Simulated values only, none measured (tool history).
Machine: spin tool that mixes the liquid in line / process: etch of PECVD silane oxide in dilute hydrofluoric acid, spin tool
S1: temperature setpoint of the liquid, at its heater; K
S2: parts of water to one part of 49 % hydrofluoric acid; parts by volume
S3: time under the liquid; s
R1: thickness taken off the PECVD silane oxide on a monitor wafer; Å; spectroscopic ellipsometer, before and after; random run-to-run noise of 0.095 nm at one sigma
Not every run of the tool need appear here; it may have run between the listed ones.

run	hour	S1	S2	S3	R1
1	0.0	298.15	205	265	178.29
2	6.2	298.15	245	265	143.62
3	12.2	298.15	210	265	172.99
4	14.9	297.65	210	265	168.44
5	19.4	297.15	210	265	166.58
# hour 21.1: thermometer replaced
6	21.1	296.65	210	265	172.24
7	24.3	296.65	210	265	173.48

Predict the results of run 8:
8	25.6	293.15	215	265	?

R1: 146.35 Å
